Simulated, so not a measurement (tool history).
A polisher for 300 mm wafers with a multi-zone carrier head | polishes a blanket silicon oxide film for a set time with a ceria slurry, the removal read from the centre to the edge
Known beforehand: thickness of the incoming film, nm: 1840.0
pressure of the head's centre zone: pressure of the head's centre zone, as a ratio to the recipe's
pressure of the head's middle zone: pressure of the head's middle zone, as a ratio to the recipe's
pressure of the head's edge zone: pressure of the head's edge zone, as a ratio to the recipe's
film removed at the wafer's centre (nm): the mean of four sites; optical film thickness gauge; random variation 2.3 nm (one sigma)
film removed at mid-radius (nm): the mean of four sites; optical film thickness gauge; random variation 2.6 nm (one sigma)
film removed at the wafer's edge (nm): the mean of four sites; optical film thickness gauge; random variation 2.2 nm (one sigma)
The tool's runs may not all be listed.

| run | hour | flow of slurry (ml/min) | pressure of the head's centre zone | pressure of the head's middle zone | pressure of the head's edge zone | polishing time (s) | film removed at the wafer's centre (nm) | film removed at mid-radius (nm) | film removed at the wafer's edge (nm) |
|---|---|---|---|---|---|---|---|---|---|
| 1 | 0.0 | 270 | 1.00 | 1.00 | 1.00 | 58 | 207.61 | 207.86 | 210.01 |
| 2 | 4.4 | 275 | 1.01 | 1.00 | 1.03 | 59 | 214.38 | 213.52 | 216.55 |
| 3 | 8.4 | 280 | 1.02 | 0.99 | 1.05 | 60 | 218.08 | 216.13 | 220.63 |
| 4 | 15.8 | 225 | 1.02 | 0.99 | 1.05 | 60 | 206.92 | 204.88 | 214.81 |
| 5 | 19.2 | 225 | 1.02 | 0.94 | 1.05 | 60 | 211.56 | 195.84 | 215.50 |
| 6 | 26.7 | 225 | 1.07 | 0.94 | 1.05 | 60 | 215.79 | 193.54 | 215.52 |
| 7 | 32.4 | 245 | 1.07 | 0.94 | 1.07 | 61 | 227.44 | 201.09 | 225.56 |
| 8 | 34.5 | 265 | 1.07 | 0.94 | 1.09 | 61 | 230.80 | 206.83 | 223.64 |

Run 9 is up next; what results do you expect?
|  | 39.0 | slurry nozzle cleaned |
| 9 | 39.0 | 205 | 1.06 | 0.96 | 1.12 | 70 | ? | ? | ? |

film removed at the wafer's centre (nm): 267.47
film removed at mid-radius (nm): 243.03
film removed at the wafer's edge (nm): 264.02
